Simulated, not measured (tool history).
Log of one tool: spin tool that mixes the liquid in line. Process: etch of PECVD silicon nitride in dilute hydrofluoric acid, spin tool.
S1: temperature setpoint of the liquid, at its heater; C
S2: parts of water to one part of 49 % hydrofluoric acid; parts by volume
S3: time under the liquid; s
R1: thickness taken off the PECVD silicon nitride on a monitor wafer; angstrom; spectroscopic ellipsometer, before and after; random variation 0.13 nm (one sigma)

| run | hour | S1 | S2 | S3 | R1 |
|---|---|---|---|---|---|
| 1 | 0.0 | 23.0 | 160 | 280 | 50.222 |
| 2 | 4.3 | 23.0 | 160 | 280 | 49.593 |
| 3 | 9.9 | 20.5 | 160 | 280 | 42.316 |
| 4 | 17.2 | 20.5 | 135 | 280 | 49.209 |
| 5 | 24.3 | 23.5 | 135 | 280 | 60.352 |
| 6 | 29.2 | 23.5 | 180 | 280 | 45.293 |
| 7 | 32.6 | 27.5 | 115 | 285 | 92.634 |
| 8 | 36.3 | 28.5 | 110 | 285 | 102.730 |
| 9 | 38.6 | 28.5 | 110 | 285 | 104.700 |
| 10 | 47.3 | 29.0 | 105 | 285 | 115.130 |
| 11 | 48.7 | 29.5 | 105 | 285 | 117.080 |

Run 12 comes next. What will it give?
| 12 | 49.7 | 30.0 | 105 | 285 | ? |

Run 12 gave R1 120.090 angstrom.

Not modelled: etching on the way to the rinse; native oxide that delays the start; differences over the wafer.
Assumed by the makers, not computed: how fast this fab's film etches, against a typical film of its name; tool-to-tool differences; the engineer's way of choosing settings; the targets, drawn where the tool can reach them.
